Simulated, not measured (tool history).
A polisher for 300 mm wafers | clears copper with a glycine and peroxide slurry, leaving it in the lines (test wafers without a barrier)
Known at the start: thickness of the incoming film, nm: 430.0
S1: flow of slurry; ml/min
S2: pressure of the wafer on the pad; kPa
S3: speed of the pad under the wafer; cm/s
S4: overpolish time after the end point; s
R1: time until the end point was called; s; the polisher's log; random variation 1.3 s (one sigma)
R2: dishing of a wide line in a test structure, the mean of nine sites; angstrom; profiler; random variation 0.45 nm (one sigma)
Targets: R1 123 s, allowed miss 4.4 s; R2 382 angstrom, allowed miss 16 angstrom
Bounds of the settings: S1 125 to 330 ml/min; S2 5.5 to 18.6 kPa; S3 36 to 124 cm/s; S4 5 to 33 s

{"run": 1, "hour": 0.0, "S1": 210, "S2": 11.7, "S3": 80, "S4": 17, "R1": 121.25, "R2": 462.48}
{"run": 2, "hour": 3.3, "S1": 210, "S2": 11.7, "S3": 96, "S4": 17, "R1": 108.55, "R2": 505.66}
{"run": 3, "hour": 11.5, "S1": 210, "S2": 11.7, "S3": 96, "S4": 24, "R1": 106.32, "R2": 676.13}
{"run": 4, "hour": 12.6, "S1": 170, "S2": 11.7, "S3": 96, "S4": 24, "R1": 109.75, "R2": 652.04}
{"run": 5, "hour": 20.3, "S1": 170, "S2": 13.1, "S3": 96, "S4": 24, "R1": 103.8, "R2": 704.32}
{"run": 6, "hour": 24.2, "S1": 170, "S2": 13.1, "S3": 96, "S4": 20, "R1": 103.57, "R2": 609.89}
{"run": 7, "hour": 28.0, "S1": 175, "S2": 12.4, "S3": 96, "S4": 19, "R1": 105.5, "R2": 578.08}
{"run": 8, "hour": 31.3, "S1": 205, "S2": 9, "S3": 92, "S4": 12, "R1": 132.33, "R2": 309.93}
{"run": 9, "hour": 37.9, "S1": 215, "S2": 9, "S3": 92, "S4": 12, "R1": 132.03, "R2": 306.2}
{"run": 10, "hour": 43.4, "S1": 220, "S2": 9, "S3": 92, "S4": 12, "R1": 129.76, "R2": 313.5}
{"run": 11, "hour": 45.9, "S1": 225, "S2": 9, "S3": 92, "S4": 13, "R1": 130.75, "R2": 324.6}

Which of these 4 next moves meets every target?
{"run": "A", "hour": 48.4, "S1": 205, "S2": 8.3, "S3": 96, "S4": 14, "R1": "?", "R2": "?"}
{"run": "B", "hour": 48.4, "S1": 245, "S2": 9, "S3": 78, "S4": 13, "R1": "?", "R2": "?"}
{"run": "C", "hour": 48.4, "S1": 210, "S2": 9.7, "S3": 96, "S4": 14, "R1": "?", "R2": "?"}
{"run": "D", "hour": 48.4, "S1": 215, "S2": 9, "S3": 98, "S4": 12, "R1": "?", "R2": "?"}

move=A R1=135.71 R2=339.56
move=B R1=141.45 R2=307.73
move=C R1=122.25 R2=374.21
move=D R1=126.47 R2=315.15
A: nearer than the last run, and not there yet
B: further off than the last run
C: meets every target
D: further off than the last run
The right move is C.
